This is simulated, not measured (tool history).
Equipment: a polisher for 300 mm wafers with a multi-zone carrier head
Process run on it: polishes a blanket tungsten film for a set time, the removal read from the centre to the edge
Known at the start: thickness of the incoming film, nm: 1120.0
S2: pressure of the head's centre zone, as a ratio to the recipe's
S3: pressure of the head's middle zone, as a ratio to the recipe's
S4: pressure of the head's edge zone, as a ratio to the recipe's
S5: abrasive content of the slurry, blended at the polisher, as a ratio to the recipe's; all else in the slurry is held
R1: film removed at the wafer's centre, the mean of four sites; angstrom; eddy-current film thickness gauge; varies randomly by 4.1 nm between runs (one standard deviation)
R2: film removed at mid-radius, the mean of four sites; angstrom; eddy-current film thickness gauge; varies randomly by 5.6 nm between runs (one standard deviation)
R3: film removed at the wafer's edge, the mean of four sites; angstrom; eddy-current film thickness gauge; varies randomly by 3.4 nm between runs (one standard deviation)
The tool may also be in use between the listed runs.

run 1 hour=0.0 | flow_of_slurry_(ml/min)=140 S2=1.00 S3=1.00 S4=1.00 S5=1.00 polishing_time_(s)=59 | R1=4270.9 R2=4372.6 R3=4161.1
run 2 hour=1.4 | flow_of_slurry_(ml/min)=140 S2=1.00 S3=1.00 S4=1.00 S5=1.20 polishing_time_(s)=59 | R1=4538.0 R2=4465.4 R3=4367.4
run 3 hour=5.1 | flow_of_slurry_(ml/min)=140 S2=1.04 S3=1.00 S4=1.00 S5=1.20 polishing_time_(s)=59 | R1=4744.7 R2=4549.8 R3=4453.6
run 4 hour=10.9 | flow_of_slurry_(ml/min)=145 S2=1.03 S3=1.02 S4=1.03 S5=1.20 polishing_time_(s)=59 | R1=4686.5 R2=4681.2 R3=4504.6
run 5 hour=15.2 | flow_of_slurry_(ml/min)=155 S2=1.03 S3=1.03 S4=1.05 S5=1.20 polishing_time_(s)=59 | R1=4823.5 R2=4821.0 R3=4585.0
run 6 hour=17.5 | flow_of_slurry_(ml/min)=155 S2=1.11 S3=1.03 S4=1.05 S5=1.20 polishing_time_(s)=59 | R1=5120.5 R2=4702.5 R3=4652.4
run 7 hour=24.0 | flow_of_slurry_(ml/min)=155 S2=1.09 S3=1.04 S4=1.07 S5=1.20 polishing_time_(s)=59 | R1=5062.9 R2=4818.6 R3=4617.9
run 8 hour=27.9 | flow_of_slurry_(ml/min)=155 S2=1.07 S3=1.04 S4=1.09 S5=1.25 polishing_time_(s)=59 | R1=5067.9 R2=4865.0 R3=4688.6

Predict the results of run 9:
run 9 hour=30.8 | flow_of_slurry_(ml/min)=155 S2=1.04 S3=1.04 S4=1.10 S5=1.30 polishing_time_(s)=59 | R1=? R2=? R3=?

{"run 9": {"R1": 4923.6, "R2": 4961.6, "R3": 4853.1}}

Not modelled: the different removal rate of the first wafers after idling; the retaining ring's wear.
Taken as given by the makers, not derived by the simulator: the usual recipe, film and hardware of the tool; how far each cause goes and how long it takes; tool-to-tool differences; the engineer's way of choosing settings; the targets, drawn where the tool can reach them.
